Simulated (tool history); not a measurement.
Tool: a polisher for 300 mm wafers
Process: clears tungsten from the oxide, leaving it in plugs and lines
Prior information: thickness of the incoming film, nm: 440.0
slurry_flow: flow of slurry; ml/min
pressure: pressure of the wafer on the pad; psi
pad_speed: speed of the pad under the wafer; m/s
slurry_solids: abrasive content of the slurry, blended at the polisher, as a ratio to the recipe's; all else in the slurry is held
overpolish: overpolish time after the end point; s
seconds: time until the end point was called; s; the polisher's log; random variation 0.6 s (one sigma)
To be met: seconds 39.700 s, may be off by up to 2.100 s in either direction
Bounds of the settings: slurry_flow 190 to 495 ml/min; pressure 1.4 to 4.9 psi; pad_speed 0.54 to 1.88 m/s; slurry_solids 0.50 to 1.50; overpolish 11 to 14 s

run,hour,slurry_flow,pressure,pad_speed,slurry_solids,overpolish,seconds
1,0.0,320,3.1,1.20,1.00,14,76.959
2,6.5,320,3.6,1.24,1.00,14,65.209
3,9.9,320,3.6,1.24,1.00,11,65.491
4,18.6,320,4.0,1.30,1.00,11,54.929
5,25.7,320,4.3,1.32,1.00,11,50.084
6,32.5,320,4.5,1.34,1.00,11,48.443
7,35.3,320,4.6,1.38,1.00,11,46.052
8,44.1,320,4.6,1.38,1.00,11,46.608
9,50.7,320,4.7,1.42,1.00,11,43.424

Pick the move, out of 4, that brings all results within their allowed miss; only one does.
A,57.3,245,4.8,1.74,1.05,11,?
B,57.3,320,4.7,1.36,1.00,11,?
C,57.3,300,4.9,1.76,0.95,13,?
D,57.3,270,4.9,1.54,0.95,13,?

move,seconds
A,35.815
B,46.057
C,35.119
D,40.404
A: pushes the last run's worst result past its target
B: misses by more than the last run did
C: pushes the last run's worst result past its target
D: all results in spec
D meets every target.

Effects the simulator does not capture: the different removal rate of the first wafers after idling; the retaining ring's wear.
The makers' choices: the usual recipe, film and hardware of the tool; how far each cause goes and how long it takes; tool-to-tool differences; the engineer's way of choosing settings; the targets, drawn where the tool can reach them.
